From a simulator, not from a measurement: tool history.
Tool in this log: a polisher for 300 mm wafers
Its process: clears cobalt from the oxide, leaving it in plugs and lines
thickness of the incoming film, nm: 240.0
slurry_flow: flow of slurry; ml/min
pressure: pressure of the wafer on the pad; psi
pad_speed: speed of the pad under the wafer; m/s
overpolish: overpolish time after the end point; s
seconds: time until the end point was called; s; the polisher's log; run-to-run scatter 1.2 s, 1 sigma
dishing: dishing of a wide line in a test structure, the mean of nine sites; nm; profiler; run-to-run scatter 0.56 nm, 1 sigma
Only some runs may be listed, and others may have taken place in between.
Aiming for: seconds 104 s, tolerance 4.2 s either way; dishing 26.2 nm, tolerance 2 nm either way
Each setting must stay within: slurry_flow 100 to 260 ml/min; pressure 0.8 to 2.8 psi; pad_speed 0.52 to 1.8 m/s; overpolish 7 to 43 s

{"run": 1, "day": 0.0, "slurry_flow": 165, "pressure": 1.8, "pad_speed": 1.16, "overpolish": 22, "seconds": 43.849, "dishing": 58.333}
{"run": 2, "day": 0.033, "slurry_flow": 165, "pressure": 1.8, "pad_speed": 1.16, "overpolish": 26, "seconds": 43.466, "dishing": 60.748}
{"run": 3, "day": 0.304, "slurry_flow": 160, "pressure": 1.5, "pad_speed": 1.06, "overpolish": 20, "seconds": 57.532, "dishing": 48.295}
{"run": 4, "day": 0.362, "slurry_flow": 135, "pressure": 1.5, "pad_speed": 1.06, "overpolish": 20, "seconds": 60.554, "dishing": 47.682}
{"run": 5, "day": 0.433, "slurry_flow": 155, "pressure": 1.5, "pad_speed": 1.06, "overpolish": 20, "seconds": 58.365, "dishing": 47.877}
{"run": 6, "day": 0.604, "slurry_flow": 155, "pressure": 1.5, "pad_speed": 0.78, "overpolish": 20, "seconds": 77.57, "dishing": 40.184}
{"run": 7, "day": 0.808, "slurry_flow": 170, "pressure": 1.4, "pad_speed": 0.76, "overpolish": 16, "seconds": 83.021, "dishing": 32.031}
{"run": 8, "day": 1.1, "slurry_flow": 165, "pressure": 1.3, "pad_speed": 0.76, "overpolish": 15, "seconds": 90.164, "dishing": 29.711}
{"run": 9, "day": 1.208, "slurry_flow": 160, "pressure": 1.2, "pad_speed": 0.76, "overpolish": 14, "seconds": 95.957, "dishing": 26.429}
{"run": 10, "day": 1.258, "slurry_flow": 155, "pressure": 1.2, "pad_speed": 0.76, "overpolish": 14, "seconds": 98.144, "dishing": 25.287}
{"run": 11, "day": 1.483, "slurry_flow": 155, "pressure": 1.2, "pad_speed": 0.76, "overpolish": 14, "seconds": 97.645, "dishing": 25.492}

Which one of the following 5 next-run settings gets every result inside its allowed miss? There is exactly one.
{"run": "A", "day": 1.708, "slurry_flow": 180, "pressure": 1.4, "pad_speed": 0.66, "overpolish": 17, "seconds": "?", "dishing": "?"}
{"run": "B", "day": 1.708, "slurry_flow": 200, "pressure": 1.3, "pad_speed": 0.72, "overpolish": 13, "seconds": "?", "dishing": "?"}
{"run": "C", "day": 1.708, "slurry_flow": 140, "pressure": 1.1, "pad_speed": 0.8, "overpolish": 15, "seconds": "?", "dishing": "?"}
{"run": "D", "day": 1.708, "slurry_flow": 155, "pressure": 1.3, "pad_speed": 0.72, "overpolish": 17, "seconds": "?", "dishing": "?"}
{"run": "E", "day": 1.708, "slurry_flow": 200, "pressure": 1.3, "pad_speed": 0.72, "overpolish": 17, "seconds": "?", "dishing": "?"}

move=A seconds=91.537 dishing=32.602
move=B seconds=89.626 dishing=26.822
move=C seconds=101.82 dishing=27.172
move=D seconds=93.424 dishing=32.095
move=E seconds=89.626 dishing=33.129
A: moves away from the targets compared with the last run
B: moves away from the targets compared with the last run
C: all results in spec
D: moves away from the targets compared with the last run
E: moves away from the targets compared with the last run
Answer: C

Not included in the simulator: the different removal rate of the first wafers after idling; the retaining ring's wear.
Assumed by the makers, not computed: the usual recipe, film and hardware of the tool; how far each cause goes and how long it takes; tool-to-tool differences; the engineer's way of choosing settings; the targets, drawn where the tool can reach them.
